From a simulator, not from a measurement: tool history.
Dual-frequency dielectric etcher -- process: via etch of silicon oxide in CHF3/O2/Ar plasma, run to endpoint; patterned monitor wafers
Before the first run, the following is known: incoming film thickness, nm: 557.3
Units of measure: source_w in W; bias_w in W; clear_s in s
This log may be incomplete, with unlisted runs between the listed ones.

run,hour,source_w,bias_w,clear_s
1,0,580,196,282.04
2,8.3,650,208,264.21
3,10.8,590,208,273.46
4,13.9,650,218,258.78
5,21.4,650,184,274.94
6,28.4,730,184,264.84
7,30.1,750,200,254.56
8,34.2,770,211,248.82
9,34.7,780,221,244.15

Expected results for the next run?
10,38.8,790,228,?

{"run 10": {"clear_s": 238.61}}
